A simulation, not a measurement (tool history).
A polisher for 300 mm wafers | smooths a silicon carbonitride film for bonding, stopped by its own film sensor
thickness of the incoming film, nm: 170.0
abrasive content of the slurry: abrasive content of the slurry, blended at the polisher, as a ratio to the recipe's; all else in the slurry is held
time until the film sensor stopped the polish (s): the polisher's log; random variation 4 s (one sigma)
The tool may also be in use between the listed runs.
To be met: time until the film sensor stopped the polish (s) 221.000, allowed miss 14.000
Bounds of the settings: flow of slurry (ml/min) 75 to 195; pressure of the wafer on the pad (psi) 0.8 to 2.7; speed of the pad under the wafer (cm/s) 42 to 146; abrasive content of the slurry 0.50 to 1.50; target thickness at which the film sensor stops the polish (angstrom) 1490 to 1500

run	day	flow of slurry (ml/min)	pressure of the wafer on the pad (psi)	speed of the pad under the wafer (cm/s)	abrasive content of the slurry	target thickness at which the film sensor stops the polish (angstrom)	time until the film sensor stopped the polish (s)
1	0.000	125	1.7	94	1.00	1500	91.638
2	0.079	125	1.6	88	1.00	1500	102.830
3	0.308	125	1.5	84	1.00	1500	110.560
4	0.512	125	1.5	84	0.90	1500	118.440
5	0.858	125	1.5	84	1.00	1500	116.110
6	1.179	125	1.4	82	1.00	1500	126.700
7	1.504	125	1.3	80	1.00	1500	134.020
8	1.671	125	1.2	78	1.00	1500	151.240
9	1.912	125	1.1	76	1.00	1500	165.640

4 next moves are on the table. One of them brings every result within its allowed miss. Which?
A	2.154	120	1.1	64	0.85	1490	?
B	2.154	125	1.2	56	1.05	1490	?
C	2.154	90	1.1	84	1.05	1490	?
D	2.154	130	1.0	104	0.70	1500	?

move	time until the film sensor stopped the polish (s)
A	231.400
B	202.990
C	168.030
D	193.190
A: meets every target
B: nearer than the last run, and not there yet
C: as far off as the last run
D: nearer than the last run, and not there yet
Answer: A
